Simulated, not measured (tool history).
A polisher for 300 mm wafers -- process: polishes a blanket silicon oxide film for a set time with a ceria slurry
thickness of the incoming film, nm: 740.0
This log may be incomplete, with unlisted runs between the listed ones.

| run | day | flow of slurry (ml/min) | pressure of the wafer on the pad (kPa) | speed of the pad under the wafer (m/s) | polishing time (s) | film removed (nm) |
|---|---|---|---|---|---|---|
| 1 | 0 | 235 | 26.2 | 1.4 | 23 | 168.16 |
| 2 | 0.179 | 200 | 26.2 | 1.4 | 23 | 161.85 |
| 3 | 0.483 | 200 | 26.2 | 1.7 | 23 | 192.46 |
| 4 | 0.567 | 195 | 22.8 | 1.58 | 23 | 153.95 |
| 5 | 0.912 | 190 | 20 | 1.52 | 23 | 134.89 |
| 6 | 1.138 | 185 | 17.9 | 1.44 | 23 | 114.06 |

For run 7, what comes out?
| 7 | 1.483 | 180 | 16.5 | 1.4 | 23 | ? |

film removed (nm): 102.96
